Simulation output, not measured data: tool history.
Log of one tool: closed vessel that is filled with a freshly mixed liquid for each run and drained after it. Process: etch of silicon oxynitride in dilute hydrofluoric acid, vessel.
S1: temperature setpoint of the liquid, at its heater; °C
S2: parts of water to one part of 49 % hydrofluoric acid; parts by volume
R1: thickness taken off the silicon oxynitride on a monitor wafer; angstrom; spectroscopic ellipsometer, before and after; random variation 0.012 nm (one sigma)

run 1 day=0.000 | S1=20.0 S2=165 time_in_the_liquid_(s)=80 | R1=10.3180
run 2 day=0.358 | S1=17.0 S2=165 time_in_the_liquid_(s)=80 | R1=8.9729
run 3 day=0.500 | S1=17.0 S2=165 time_in_the_liquid_(s)=40 | R1=4.4838
run 4 day=0.633 | S1=17.0 S2=165 time_in_the_liquid_(s)=40 | R1=4.5510
run 5 day=0.800 | S1=17.0 S2=165 time_in_the_liquid_(s)=80 | R1=9.0341
run 6 day=0.925 | S1=18.0 S2=165 time_in_the_liquid_(s)=80 | R1=9.3743

Forecast run 7:
run 7 day=1.150 | S1=18.5 S2=165 time_in_the_liquid_(s)=80 | R1=?

{"run 7": {"R1": 9.6192}}

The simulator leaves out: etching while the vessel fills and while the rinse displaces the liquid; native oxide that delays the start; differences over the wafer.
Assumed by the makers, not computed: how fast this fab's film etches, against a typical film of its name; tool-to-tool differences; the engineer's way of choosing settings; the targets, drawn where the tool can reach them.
